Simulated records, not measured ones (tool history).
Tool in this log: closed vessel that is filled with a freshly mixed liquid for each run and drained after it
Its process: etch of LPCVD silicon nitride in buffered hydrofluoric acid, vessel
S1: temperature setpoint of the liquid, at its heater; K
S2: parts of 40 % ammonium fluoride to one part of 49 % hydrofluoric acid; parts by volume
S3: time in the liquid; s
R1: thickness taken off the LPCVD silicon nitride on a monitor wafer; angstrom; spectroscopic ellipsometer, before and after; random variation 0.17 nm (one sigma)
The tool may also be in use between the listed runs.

Run 1, hour 0: S1 297.15 K, S2 23 parts by volume, S3 2960 s. Result: R1 190.83 angstrom.
Run 2, hour 3.4: S1 298.65 K, S2 21 parts by volume, S3 2960 s. Result: R1 220.73 angstrom.
Run 3, hour 5.3: S1 299.65 K, S2 19 parts by volume, S3 2960 s. Result: R1 257.43 angstrom.
Run 4, hour 8.3: S1 300.65 K, S2 18 parts by volume, S3 2960 s. Result: R1 287.93 angstrom.
Run 5, hour 15.4: S1 301.65 K, S2 17.5 parts by volume, S3 2960 s. Result: R1 310.87 angstrom.
Run 6, hour 21.4: S1 302.15 K, S2 17 parts by volume, S3 2960 s. Result: R1 328.28 angstrom.
Run 7, hour 25.6: S1 302.65 K, S2 16.5 parts by volume, S3 2960 s. Result: R1 348.16 angstrom.

Run 8 is up next; what results do you expect?
At hour 29.8: hydrofluoric acid flow meter replaced.
Run 8, hour 29.8: S1 303.15 K, S2 16.5 parts by volume, S3 2960 s. Result: R1 ?.

Run 8 produced R1 333.75 angstrom.
